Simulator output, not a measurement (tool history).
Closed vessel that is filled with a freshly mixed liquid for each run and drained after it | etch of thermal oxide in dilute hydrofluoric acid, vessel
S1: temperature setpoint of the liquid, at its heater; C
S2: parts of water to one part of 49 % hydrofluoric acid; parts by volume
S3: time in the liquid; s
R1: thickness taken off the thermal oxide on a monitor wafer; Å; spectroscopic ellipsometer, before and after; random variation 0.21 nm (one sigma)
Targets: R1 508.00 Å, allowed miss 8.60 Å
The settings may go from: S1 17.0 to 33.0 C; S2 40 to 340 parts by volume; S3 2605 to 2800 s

run 1 hour=0.0 | S1=25.0 S2=190 S3=2605 | R1=654.13
run 2 hour=4.8 | S1=25.0 S2=190 S3=2605 | R1=657.90
run 3 hour=8.5 | S1=25.0 S2=190 S3=2605 | R1=653.33
run 4 hour=16.3 | S1=23.5 S2=190 S3=2605 | R1=612.62
run 5 hour=21.9 | S1=25.0 S2=190 S3=2605 | R1=655.04
run 6 hour=31.6 | S1=25.0 S2=130 S3=2605 | R1=1014.00
run 7 hour=34.0 | S1=23.5 S2=140 S3=2605 | R1=881.89
-- hour=36.9 hydrofluoric acid flow meter replaced
run 8 hour=36.9 | S1=22.0 S2=150 S3=2605 | R1=690.79
run 9 hour=46.3 | S1=21.0 S2=150 S3=2605 | R1=663.37
run 10 hour=50.1 | S1=20.0 S2=150 S3=2605 | R1=636.66
run 11 hour=59.5 | S1=19.5 S2=150 S3=2605 | R1=624.67
run 12 hour=61.2 | S1=19.0 S2=150 S3=2605 | R1=610.26
run 13 hour=66.8 | S1=18.5 S2=150 S3=2605 | R1=599.04
run 14 hour=72.0 | S1=18.0 S2=155 S3=2605 | R1=562.21
run 15 hour=76.8 | S1=17.5 S2=160 S3=2605 | R1=534.51

Which of these 4 next moves meets every target?
run A hour=81.6 | S1=19.0 S2=185 S3=2610 | R1=?
run B hour=81.6 | S1=17.0 S2=170 S3=2605 | R1=?
run C hour=81.6 | S1=17.0 S2=175 S3=2785 | R1=?
run D hour=81.6 | S1=17.5 S2=175 S3=2630 | R1=?

move=A R1=478.21
move=B R1=486.47
move=C R1=502.85
move=D R1=484.53
A: takes the result that was furthest off past its target
B: takes the result that was furthest off past its target
C: meets every target
D: takes the result that was furthest off past its target
Move C is the one to make.
